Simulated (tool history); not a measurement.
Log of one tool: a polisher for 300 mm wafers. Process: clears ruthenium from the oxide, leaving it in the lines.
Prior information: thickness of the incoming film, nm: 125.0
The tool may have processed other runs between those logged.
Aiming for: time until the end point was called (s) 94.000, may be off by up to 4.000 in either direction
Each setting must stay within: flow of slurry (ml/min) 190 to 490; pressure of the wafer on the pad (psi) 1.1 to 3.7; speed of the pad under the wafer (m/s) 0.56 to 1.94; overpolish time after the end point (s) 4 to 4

run	hour	flow of slurry (ml/min)	pressure of the wafer on the pad (psi)	speed of the pad under the wafer (m/s)	overpolish time after the end point (s)	time until the end point was called (s)
1	0.0	315	2.4	1.24	4	69.469
2	5.4	315	2.2	1.24	4	72.524
3	8.0	315	2.0	1.22	4	82.093
4	15.9	350	2.0	1.22	4	80.251
5	19.8	350	1.9	1.22	4	81.978
6	21.1	340	1.8	1.22	4	85.584
7	22.2	340	1.5	1.22	4	101.150
8	23.9	350	1.5	1.22	4	99.589
9	29.1	355	1.5	1.22	4	98.021
10	32.1	360	1.5	1.22	4	99.234

Next run, 4 choices. One meets every target within its allowed miss, the rest don't. Which?
A	35.1	405	1.2	1.26	4	?
B	35.1	405	1.3	1.26	4	?
C	35.1	275	1.5	1.16	4	?
D	35.1	365	1.4	1.36	4	?

move	time until the end point was called (s)
A	109.150
B	103.330
C	105.870
D	92.403
A: lands further from the targets than the last run did
B: lands further from the targets than the last run did
C: lands further from the targets than the last run did
D: meets every target
D meets every target.
